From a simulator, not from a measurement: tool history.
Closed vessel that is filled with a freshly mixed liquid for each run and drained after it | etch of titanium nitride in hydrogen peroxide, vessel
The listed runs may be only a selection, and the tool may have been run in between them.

| run | hour | temperature setpoint of the liquid (°C) | concentration of hydrogen peroxide in the mixed liquid (% by weight) | time in the liquid (s) | thickness taken off the titanium nitride on a monitor wafer (angstrom) |
|---|---|---|---|---|---|
| 1 | 0 | 50 | 21 | 30 | 19.696 |
| 2 | 8.6 | 49 | 21 | 30 | 17.935 |
| 3 | 12.8 | 48.5 | 21 | 30 | 17.494 |
| 4 | 15.3 | 51.5 | 21 | 30 | 21.803 |
| 5 | 24 | 47.5 | 21 | 30 | 16.427 |
| 6 | 30.6 | 54 | 21 | 30 | 25.734 |
| 7 | 38 | 53 | 21 | 30 | 24.271 |
| 8 | 44.4 | 52 | 21 | 30 | 22.885 |

Run 9 comes next. What will it give?
| 9 | 53.3 | 51 | 21 | 30 | ? |

Logged for run 9: thickness taken off the titanium nitride on a monitor wafer (angstrom) 21.172.

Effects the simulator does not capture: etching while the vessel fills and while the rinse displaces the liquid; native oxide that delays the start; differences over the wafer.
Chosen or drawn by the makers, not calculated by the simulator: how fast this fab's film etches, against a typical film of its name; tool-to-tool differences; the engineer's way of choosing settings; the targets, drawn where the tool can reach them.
